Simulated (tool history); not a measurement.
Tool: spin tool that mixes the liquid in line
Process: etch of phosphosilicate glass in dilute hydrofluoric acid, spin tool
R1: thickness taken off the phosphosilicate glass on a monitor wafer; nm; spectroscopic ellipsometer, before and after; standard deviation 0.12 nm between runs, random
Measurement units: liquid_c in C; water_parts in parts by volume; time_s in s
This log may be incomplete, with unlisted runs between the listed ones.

run 1 hour=0.0 | liquid_c=25.0 water_parts=200 time_s=35 | R1=10.2660
run 2 hour=7.7 | liquid_c=25.0 water_parts=255 time_s=35 | R1=7.6043
run 3 hour=14.0 | liquid_c=26.5 water_parts=225 time_s=35 | R1=9.4017
run 4 hour=21.8 | liquid_c=24.5 water_parts=225 time_s=35 | R1=8.7148
run 5 hour=28.9 | liquid_c=26.0 water_parts=200 time_s=35 | R1=10.7040
run 6 hour=36.4 | liquid_c=26.0 water_parts=225 time_s=35 | R1=9.1590
run 7 hour=43.7 | liquid_c=30.0 water_parts=145 time_s=35 | R1=18.1230
run 8 hour=44.9 | liquid_c=30.5 water_parts=140 time_s=35 | R1=19.2980
-- hour=52.5 thermometer replaced
run 9 hour=52.5 | liquid_c=31.0 water_parts=135 time_s=35 | R1=19.5150

For run 10, what comes out?
run 10 hour=60.8 | liquid_c=31.5 water_parts=130 time_s=35 | R1=?

R1: 20.6140 nm

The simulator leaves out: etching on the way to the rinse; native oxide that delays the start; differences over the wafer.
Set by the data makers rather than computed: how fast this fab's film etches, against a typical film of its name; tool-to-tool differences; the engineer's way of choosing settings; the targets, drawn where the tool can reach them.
